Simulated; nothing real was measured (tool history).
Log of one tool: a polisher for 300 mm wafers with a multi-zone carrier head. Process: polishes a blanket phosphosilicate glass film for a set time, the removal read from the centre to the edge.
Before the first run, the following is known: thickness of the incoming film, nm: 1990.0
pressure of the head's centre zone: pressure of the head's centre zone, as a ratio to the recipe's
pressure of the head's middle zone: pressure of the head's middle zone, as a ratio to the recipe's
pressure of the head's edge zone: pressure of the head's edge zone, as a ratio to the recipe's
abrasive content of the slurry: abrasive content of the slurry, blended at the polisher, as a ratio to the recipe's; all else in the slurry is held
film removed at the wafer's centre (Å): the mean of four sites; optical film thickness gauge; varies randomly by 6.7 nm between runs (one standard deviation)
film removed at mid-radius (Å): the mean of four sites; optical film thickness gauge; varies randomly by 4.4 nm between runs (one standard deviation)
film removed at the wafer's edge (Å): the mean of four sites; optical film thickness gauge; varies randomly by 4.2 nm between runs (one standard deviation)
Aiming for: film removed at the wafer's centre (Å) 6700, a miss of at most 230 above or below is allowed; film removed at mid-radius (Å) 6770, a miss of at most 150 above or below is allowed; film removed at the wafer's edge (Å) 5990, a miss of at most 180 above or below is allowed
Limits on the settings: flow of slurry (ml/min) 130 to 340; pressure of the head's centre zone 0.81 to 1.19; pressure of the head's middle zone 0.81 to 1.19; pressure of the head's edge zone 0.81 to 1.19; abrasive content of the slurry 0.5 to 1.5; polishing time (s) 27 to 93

run    day  flow of slurry (ml/min)  pressure of the head's centre zone  pressure of the head's middle zone  pressure of the head's edge zone  abrasive content of the slurry  polishing time (s)  film removed at the wafer's centre (Å)  film removed at mid-radius (Å)  film removed at the wafer's edge (Å)
  1      0                      220                                   1                                   1                                 1                               1                  59                                  5162.8                          4808.3                                4815.1
  2    0.3                      225                                1.01                                1.02                              1.01                            1.05                  59                                  5454.5                          5072.8                                4962.7
  3  0.571                      225                                1.01                                1.02                              1.01                             0.9                  59                                  4755.6                            4581                                4490.9
  4  0.921                      225                                1.01                                1.08                              1.01                             0.9                  59                                  4807.4                            4811                                4448.7
  5      1                      225                                1.01                                1.08                              1.01                               1                  59                                  5283.8                          5114.9                                4777.8
  6  1.229                      225                                1.01                                1.08                              1.01                             0.8                  59                                  4423.1                          4384.3                                4037.1
  7  1.392                      230                                1.01                                1.09                              1.02                            0.85                  59                                  4579.2                          4579.7                                4298.4
  8  1.508                      235                                1.01                                 1.1                              1.02                             0.9                  59                                  4857.6                          4864.3                                4574.4
  9  1.833                      240                                1.01                                1.11                              1.01                            0.95                  59                                  5134.4                          5201.5                                  4693
 10  2.196                      250                                1.02                                1.12                              1.02                            0.95                  59                                  5086.9                          5296.2                                4734.5
 11  2.262                      255                                1.03                                1.12                              1.03                            0.95                  59                                  5189.3                          5258.2                                4741.8
     2.379  -- centre zone pressure recalibrated
 12  2.379                      290                                1.07                                1.19                              1.12                             1.2                  60                                  5916.7                          6522.9                                5932.2

Which single option among these 5 for the next run brings every result within its allowed miss of target? Just one does.
  A  2.496                      320                                0.86                                1.09                              1.19                             1.2                  63                                       ?                               ?                                     ?
  B  2.496                      245                                1.13                                1.14                                 1                            1.35                  62                                       ?                               ?                                     ?
  C  2.496                      315                                1.12                                 1.1                              1.08                            1.05                  65                                       ?                               ?                                     ?
  D  2.496                      335                                1.15                                 1.1                              1.07                               1                  68                                       ?                               ?                                     ?
  E  2.496                      285                                1.11                                1.17                              0.98                             1.2                  62                                       ?                               ?                                     ?

move  film removed at the wafer's centre (Å)  film removed at mid-radius (Å)  film removed at the wafer's edge (Å)
   A                                  5131.1                          6470.8                                6411.8
   B                                  6831.7                          6809.9                                6074.8
   C                                  6376.5                            6203                                5854.8
   D                                  6675.5                          6318.8                                5933.7
   E                                  6450.4                          6681.7                                5753.3
A: misses by more than the last run did
B: all results land within tolerance of their targets
C: misses by more than the last run did
D: brings the last run's worst result on target, with another outside its allowed miss
E: nearer than the last run, and not there yet
The move that meets every target is B.

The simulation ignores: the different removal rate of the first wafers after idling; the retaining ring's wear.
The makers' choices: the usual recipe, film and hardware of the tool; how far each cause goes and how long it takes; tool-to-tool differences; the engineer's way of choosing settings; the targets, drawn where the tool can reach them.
